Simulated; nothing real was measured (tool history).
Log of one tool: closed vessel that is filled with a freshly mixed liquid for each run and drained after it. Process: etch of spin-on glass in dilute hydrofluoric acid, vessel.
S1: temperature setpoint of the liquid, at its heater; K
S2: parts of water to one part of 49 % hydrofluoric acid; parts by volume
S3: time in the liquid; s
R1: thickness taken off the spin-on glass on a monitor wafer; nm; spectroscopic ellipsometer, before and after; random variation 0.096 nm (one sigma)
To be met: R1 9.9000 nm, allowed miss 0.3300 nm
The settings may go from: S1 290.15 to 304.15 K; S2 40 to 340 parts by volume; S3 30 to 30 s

run	hour	S1	S2	S3	R1
1	0.0	296.15	190	30	6.3532
2	9.2	296.15	190	30	6.3394
3	14.3	296.15	190	30	6.4375
4	18.6	299.65	190	30	7.2741
5	25.0	300.65	185	30	7.7880
6	33.8	300.65	185	30	7.8529
7	35.2	301.15	180	30	8.0875
8	37.5	301.15	180	30	8.2952
9	39.6	301.65	180	30	8.3058
10	40.6	302.15	175	30	8.7844
11	47.7	302.65	175	30	8.8090
12	56.7	304.15	160	30	10.5060
13	61.5	303.65	160	30	10.3800

5 next moves are on the table. One of them brings every result within its allowed miss. Which?
A	66.3	303.65	145	30	?
B	66.3	303.15	150	30	?
C	66.3	302.65	160	30	?
D	66.3	301.65	145	30	?
E	66.3	303.65	150	30	?

move	R1
A	11.6730
B	11.0100
C	10.0080
D	10.8560
E	11.2090
A: further off than the last run
B: further off than the last run
C: meets every target
D: further off than the last run
E: further off than the last run
The right move is C.

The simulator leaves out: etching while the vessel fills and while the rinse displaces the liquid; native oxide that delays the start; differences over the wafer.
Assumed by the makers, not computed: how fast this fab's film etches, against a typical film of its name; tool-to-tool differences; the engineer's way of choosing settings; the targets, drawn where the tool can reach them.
